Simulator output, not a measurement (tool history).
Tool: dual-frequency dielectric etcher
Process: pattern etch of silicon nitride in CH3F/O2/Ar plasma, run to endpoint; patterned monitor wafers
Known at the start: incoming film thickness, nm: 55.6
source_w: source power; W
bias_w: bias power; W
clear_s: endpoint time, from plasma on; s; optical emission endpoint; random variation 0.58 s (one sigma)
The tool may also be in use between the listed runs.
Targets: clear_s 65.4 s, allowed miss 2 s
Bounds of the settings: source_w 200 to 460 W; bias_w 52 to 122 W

run    day  source_w  bias_w  clear_s
  1      0       330      87   79.969
  2  0.238       350      91   77.221
  3  0.442       320      91   78.981
  4  0.475       340      96   73.045
  5  0.733       340      89   78.731
  6  0.804       350      92   75.104
  7  1.042       360      93    73.56
  8  1.212       370      94   72.793
  9  1.546       380      95    72.43
 10  1.662       390      97   70.567
 11  1.775       400      98   69.565
 12  1.838       410      99   68.674
 13  1.942       410     100   67.333

Which of these 5 next moves meets every target?
  A  2.046       410      97        ?
  B  2.046       440      91        ?
  C  2.046       410      96        ?
  D  2.046       370      99        ?
  E  2.046       420     105        ?

move  clear_s
   A   68.975
   B   69.642
   C   69.373
   D   70.803
   E   65.459
A: further off than the last run
B: further off than the last run
C: further off than the last run
D: further off than the last run
E: meets every target
The right move is E.
